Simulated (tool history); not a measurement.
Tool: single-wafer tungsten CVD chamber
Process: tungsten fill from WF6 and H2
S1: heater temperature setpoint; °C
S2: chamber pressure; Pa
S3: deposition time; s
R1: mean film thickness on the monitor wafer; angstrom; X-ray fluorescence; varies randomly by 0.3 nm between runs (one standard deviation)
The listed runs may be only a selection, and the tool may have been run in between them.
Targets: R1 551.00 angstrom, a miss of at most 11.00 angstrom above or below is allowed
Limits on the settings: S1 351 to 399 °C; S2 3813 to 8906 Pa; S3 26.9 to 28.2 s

run	hour	S1	S2	S3	R1
1	0.0	375	6359	28.2	662.89
2	4.3	372	6346	28.2	610.89
3	9.6	364	6346	28.2	496.48
4	18.4	365	6346	28.2	518.88
5	22.5	365	6346	26.9	492.26
6	26.4	366	6346	26.9	504.75
7	29.9	367	6346	26.9	513.63
8	38.6	368	6346	26.9	531.27

Consider the 4 candidate settings below. Which is the only one whose results all fall within their allowed miss of target?
A	47.3	365	8519	26.9	?
B	47.3	367	6813	26.9	?
C	47.3	366	6199	26.9	?
D	47.3	365	6253	26.9	?

move	R1
A	553.40
B	534.42
C	503.20
D	492.47
A: meets every target
B: moves toward the targets from the last run without getting all of them in spec
C: moves away from the targets compared with the last run
D: moves away from the targets compared with the last run
Move A is the one to make.
